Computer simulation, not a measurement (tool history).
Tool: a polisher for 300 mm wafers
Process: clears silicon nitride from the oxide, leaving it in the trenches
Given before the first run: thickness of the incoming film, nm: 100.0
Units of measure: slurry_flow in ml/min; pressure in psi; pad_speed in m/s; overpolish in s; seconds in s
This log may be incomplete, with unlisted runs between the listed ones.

run    day  slurry_flow  pressure  pad_speed  overpolish  seconds
  1  0.000          190       2.8       0.98          23   108.93
  2  0.171          210       2.8       0.98          23   106.64
  3  0.500          205       2.5       0.94          23   121.68
  4  0.758          205       3.0       0.94          23   102.05
  5  0.950          200       2.6       0.92          23   117.51
  6  1.304          195       2.3       0.86          23   146.16

What will run 7 give?
  7  1.454          190       2.1       0.86          23        ?

seconds: 157.96 s
